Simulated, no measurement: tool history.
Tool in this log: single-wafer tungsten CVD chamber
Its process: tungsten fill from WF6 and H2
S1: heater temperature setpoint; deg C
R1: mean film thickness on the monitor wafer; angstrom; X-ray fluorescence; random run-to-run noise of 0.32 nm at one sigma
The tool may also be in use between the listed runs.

Run 1, hour 0: S1 385 deg C, chamber pressure (Torr) 28.7, deposition time (s) 26.5. Result: R1 561.87 angstrom.
Run 2, hour 7: S1 389 deg C, chamber pressure (Torr) 28.8, deposition time (s) 26.5. Result: R1 609.89 angstrom.
Run 3, hour 7.9: S1 389 deg C, chamber pressure (Torr) 28.8, deposition time (s) 25.2. Result: R1 575.94 angstrom.
Run 4, hour 8.5: S1 392 deg C, chamber pressure (Torr) 28.9, deposition time (s) 25.2. Result: R1 610.56 angstrom.
Run 5, hour 15.7: S1 395 deg C, chamber pressure (Torr) 28.9, deposition time (s) 25.2. Result: R1 645.46 angstrom.
Run 6, hour 18.4: S1 386 deg C, chamber pressure (Torr) 28.9, deposition time (s) 25.2. Result: R1 545.59 angstrom.
Run 7, hour 24.6: S1 390 deg C, chamber pressure (Torr) 29, deposition time (s) 25.2. Result: R1 591.58 angstrom.

Run 8 comes next. What will it give?
Run 8, hour 28.7: S1 393 deg C, chamber pressure (Torr) 29.1, deposition time (s) 25.2. Result: R1 ?.

{"run 8": {"R1": 626.69}}
